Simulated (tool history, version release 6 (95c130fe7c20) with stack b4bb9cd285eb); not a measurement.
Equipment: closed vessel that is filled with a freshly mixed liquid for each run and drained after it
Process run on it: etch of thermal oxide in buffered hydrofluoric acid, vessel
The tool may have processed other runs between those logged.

| run | hour | temperature setpoint of the liquid (C) | parts of 40 % ammonium fluoride to one part of 49 % hydrofluoric acid (parts by volume) | time in the liquid (s) | thickness taken off the thermal oxide on a monitor wafer (Å) |
|---|---|---|---|---|---|
| 1 | 0 | 25 | 9.5 | 30 | 377.13 |
| 2 | 6.5 | 24 | 9.5 | 30 | 354.02 |
| 3 | 10.8 | 23.5 | 9.5 | 30 | 343.27 |
| 4 | 13.9 | 23.5 | 9.5 | 30 | 344.74 |
| 5 | 17.2 | 25 | 9.5 | 30 | 373.41 |
| 6 | 19.9 | 24 | 9.5 | 30 | 357.33 |
| 7 | 21.5 | 23.5 | 9.5 | 30 | 346.74 |

Run 8 comes next. What will it give?
| 8 | 29.7 | 23 | 9.5 | 30 | ? |

thickness taken off the thermal oxide on a monitor wafer (Å): 336.51
